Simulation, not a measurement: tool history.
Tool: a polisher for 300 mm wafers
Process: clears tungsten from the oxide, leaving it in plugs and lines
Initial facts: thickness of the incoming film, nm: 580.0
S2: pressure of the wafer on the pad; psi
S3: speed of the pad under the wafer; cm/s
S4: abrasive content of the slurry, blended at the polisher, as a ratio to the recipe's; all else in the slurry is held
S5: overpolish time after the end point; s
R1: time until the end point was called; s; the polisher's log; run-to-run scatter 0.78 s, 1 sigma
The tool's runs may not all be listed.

Run 1, hour 0: flow of slurry (ml/min) 145, S2 3.1 psi, S3 134 cm/s, S4 1, S5 10 s. Result: R1 96.998 s.
Run 2, hour 2.5: flow of slurry (ml/min) 145, S2 3.3 psi, S3 136 cm/s, S4 1, S5 10 s. Result: R1 93.41 s.
Run 3, hour 4.9: flow of slurry (ml/min) 160, S2 3.3 psi, S3 136 cm/s, S4 1, S5 10 s. Result: R1 90.052 s.
Run 4, hour 7.7: flow of slurry (ml/min) 160, S2 3.5 psi, S3 140 cm/s, S4 1, S5 10 s. Result: R1 83.616 s.
Run 5, hour 16.2: flow of slurry (ml/min) 190, S2 3.5 psi, S3 140 cm/s, S4 1, S5 10 s. Result: R1 80.043 s.
Run 6, hour 24.6: flow of slurry (ml/min) 190, S2 3.5 psi, S3 140 cm/s, S4 1, S5 8 s. Result: R1 82.523 s.
Run 7, hour 28.4: flow of slurry (ml/min) 190, S2 3.7 psi, S3 144 cm/s, S4 1, S5 8 s. Result: R1 74.356 s.
Run 8, hour 35.3: flow of slurry (ml/min) 190, S2 3.7 psi, S3 144 cm/s, S4 1, S5 8 s. Result: R1 74.185 s.
Run 9, hour 40.9: flow of slurry (ml/min) 190, S2 3.8 psi, S3 146 cm/s, S4 1, S5 8 s. Result: R1 71.579 s.
Run 10, hour 44.1: flow of slurry (ml/min) 190, S2 3.9 psi, S3 148 cm/s, S4 1, S5 8 s. Result: R1 70.757 s.
Run 11, hour 46: flow of slurry (ml/min) 190, S2 4 psi, S3 152 cm/s, S4 1, S5 8 s. Result: R1 66.045 s.

For run 12, what comes out?
Run 12, hour 48.7: flow of slurry (ml/min) 190, S2 4.1 psi, S3 154 cm/s, S4 1, S5 8 s. Result: R1 ?.

R1: 65.756 s
